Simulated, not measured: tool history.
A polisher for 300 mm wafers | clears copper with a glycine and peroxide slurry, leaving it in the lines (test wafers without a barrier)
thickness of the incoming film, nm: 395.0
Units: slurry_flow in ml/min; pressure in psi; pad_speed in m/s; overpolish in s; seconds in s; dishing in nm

run,hour,slurry_flow,pressure,pad_speed,overpolish,seconds,dishing
1,0.0,130,2.6,0.86,12,90.008,39.510
2,4.9,145,2.6,0.86,12,88.589,39.392
3,6.9,145,2.3,0.86,12,99.408,35.575
4,11.5,130,2.3,0.86,12,101.280,36.188
5,12.6,125,2.0,0.86,12,110.030,33.006
6,18.8,125,1.8,0.84,13,122.240,32.733
7,23.0,125,1.6,0.84,13,131.890,29.628

Run 8 comes next. What will it give?
8,28.3,125,1.5,0.84,13,?,?

Run 8 gave seconds 138.270 s, dishing 27.868 nm.
